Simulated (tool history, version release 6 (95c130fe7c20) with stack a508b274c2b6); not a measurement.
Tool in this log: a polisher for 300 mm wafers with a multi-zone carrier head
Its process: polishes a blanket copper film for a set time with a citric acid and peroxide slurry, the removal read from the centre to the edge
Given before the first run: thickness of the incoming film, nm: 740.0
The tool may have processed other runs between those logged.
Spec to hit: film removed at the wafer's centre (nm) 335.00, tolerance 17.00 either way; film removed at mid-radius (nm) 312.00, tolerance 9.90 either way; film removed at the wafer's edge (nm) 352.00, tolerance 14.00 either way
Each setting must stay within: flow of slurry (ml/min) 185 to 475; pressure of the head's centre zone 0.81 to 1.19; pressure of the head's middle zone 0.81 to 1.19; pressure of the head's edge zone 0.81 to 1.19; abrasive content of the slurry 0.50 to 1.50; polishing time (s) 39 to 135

| run | hour | flow of slurry (ml/min) | pressure of the head's centre zone | pressure of the head's middle zone | pressure of the head's edge zone | abrasive content of the slurry | polishing time (s) | film removed at the wafer's centre (nm) | film removed at mid-radius (nm) | film removed at the wafer's edge (nm) |
|---|---|---|---|---|---|---|---|---|---|---|
| 1 | 0.0 | 305 | 1.00 | 1.00 | 1.00 | 1.00 | 87 | 283.10 | 276.74 | 265.11 |
| 2 | 0.7 | 305 | 1.00 | 1.00 | 0.95 | 1.00 | 87 | 281.99 | 270.20 | 258.85 |
| 3 | 4.0 | 305 | 0.95 | 1.00 | 0.95 | 1.00 | 87 | 268.11 | 276.56 | 260.59 |
| 4 | 8.3 | 300 | 0.95 | 0.95 | 1.01 | 1.15 | 90 | 286.80 | 282.16 | 284.15 |
| 5 | 14.6 | 300 | 0.95 | 0.92 | 1.06 | 1.25 | 93 | 301.89 | 292.93 | 307.14 |
| 6 | 16.4 | 300 | 0.96 | 0.90 | 1.10 | 1.35 | 94 | 315.10 | 297.67 | 321.31 |
| 7 | 23.3 | 305 | 0.96 | 0.89 | 1.13 | 1.40 | 95 | 320.55 | 296.01 | 339.26 |
| 8 | 28.2 | 310 | 0.97 | 0.90 | 1.14 | 1.40 | 95 | 337.58 | 301.45 | 329.79 |

Consider the 4 candidate settings below. Which is the only one whose results all fall within their allowed miss of target?
| A | 33.1 | 355 | 1.09 | 0.96 | 1.16 | 1.30 | 89 | ? | ? | ? |
| B | 33.1 | 345 | 0.98 | 0.91 | 1.10 | 1.30 | 94 | ? | ? | ? |
| C | 33.1 | 315 | 0.97 | 0.89 | 1.16 | 1.45 | 98 | ? | ? | ? |
| D | 33.1 | 360 | 1.06 | 1.09 | 1.02 | 1.50 | 82 | ? | ? | ? |

| move | film removed at the wafer's centre (nm) | film removed at mid-radius (nm) | film removed at the wafer's edge (nm) |
|---|---|---|---|
| A | 343.16 | 294.97 | 313.28 |
| B | 324.79 | 298.56 | 323.30 |
| C | 342.97 | 313.42 | 353.61 |
| D | 320.49 | 312.90 | 284.66 |
A: lands further from the targets than the last run did
B: lands further from the targets than the last run did
C: all results in spec
D: lands further from the targets than the last run did
C is the move that brings every result within its allowed miss.
